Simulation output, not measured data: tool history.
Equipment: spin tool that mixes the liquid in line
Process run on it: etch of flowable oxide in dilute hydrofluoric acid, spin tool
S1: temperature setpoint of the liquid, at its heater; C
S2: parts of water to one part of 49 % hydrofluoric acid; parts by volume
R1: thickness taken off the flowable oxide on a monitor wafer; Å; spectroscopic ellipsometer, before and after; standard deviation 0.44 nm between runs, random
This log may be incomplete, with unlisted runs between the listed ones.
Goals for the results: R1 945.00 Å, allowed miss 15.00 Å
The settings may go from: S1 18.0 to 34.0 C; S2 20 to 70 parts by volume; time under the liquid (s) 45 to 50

Run 1, hour 0.0: S1 26.0 C, S2 40 parts by volume, time under the liquid (s) 45. Result: R1 1021.70 Å.
Run 2, hour 2.7: S1 25.5 C, S2 40 parts by volume, time under the liquid (s) 45. Result: R1 994.09 Å.
Run 3, hour 8.8: S1 23.0 C, S2 40 parts by volume, time under the liquid (s) 45. Result: R1 898.56 Å.
Run 4, hour 16.1: S1 23.5 C, S2 40 parts by volume, time under the liquid (s) 45. Result: R1 915.17 Å.
Run 5, hour 24.4: S1 20.5 C, S2 40 parts by volume, time under the liquid (s) 45. Result: R1 807.36 Å.
Run 6, hour 27.1: S1 20.5 C, S2 55 parts by volume, time under the liquid (s) 45. Result: R1 571.61 Å.
Run 7, hour 34.8: S1 23.5 C, S2 55 parts by volume, time under the liquid (s) 45. Result: R1 656.55 Å.
Run 8, hour 37.0: S1 25.5 C, S2 55 parts by volume, time under the liquid (s) 45. Result: R1 707.94 Å.
Run 9, hour 39.4: S1 27.0 C, S2 55 parts by volume, time under the liquid (s) 45. Result: R1 760.71 Å.
Run 10, hour 40.8: S1 28.0 C, S2 55 parts by volume, time under the liquid (s) 45. Result: R1 781.37 Å.
Run 11, hour 42.7: S1 29.0 C, S2 55 parts by volume, time under the liquid (s) 45. Result: R1 823.11 Å.
Run 12, hour 50.0: S1 29.5 C, S2 55 parts by volume, time under the liquid (s) 45. Result: R1 834.41 Å.
Run 13, hour 53.3: S1 30.0 C, S2 55 parts by volume, time under the liquid (s) 45. Result: R1 845.91 Å.
Run 14, hour 53.9: S1 30.5 C, S2 55 parts by volume, time under the liquid (s) 45. Result: R1 860.84 Å.
Run 15, hour 55.6: S1 31.0 C, S2 55 parts by volume, time under the liquid (s) 45. Result: R1 876.27 Å.
Run 16, hour 61.0: S1 31.5 C, S2 55 parts by volume, time under the liquid (s) 45. Result: R1 901.52 Å.
Run 17, hour 63.6: S1 32.0 C, S2 55 parts by volume, time under the liquid (s) 45. Result: R1 913.20 Å.

Which one of the following 4 next-run settings gets every result inside its allowed miss? There is exactly one.
Run A, hour 66.2: S1 31.0 C, S2 55 parts by volume, time under the liquid (s) 50. Result: R1 ?.
Run B, hour 66.2: S1 30.0 C, S2 55 parts by volume, time under the liquid (s) 50. Result: R1 ?.
Run C, hour 66.2: S1 33.5 C, S2 55 parts by volume, time under the liquid (s) 45. Result: R1 ?.
Run D, hour 66.2: S1 31.0 C, S2 50 parts by volume, time under the liquid (s) 45. Result: R1 ?.

move      R1
   A  973.78
   B  936.63
   C  964.57
   D  971.63
A: takes the biggest miss from the last run beyond its target
B: every result within its allowed miss
C: takes the biggest miss from the last run beyond its target
D: takes the biggest miss from the last run beyond its target
Move B is the one to make.
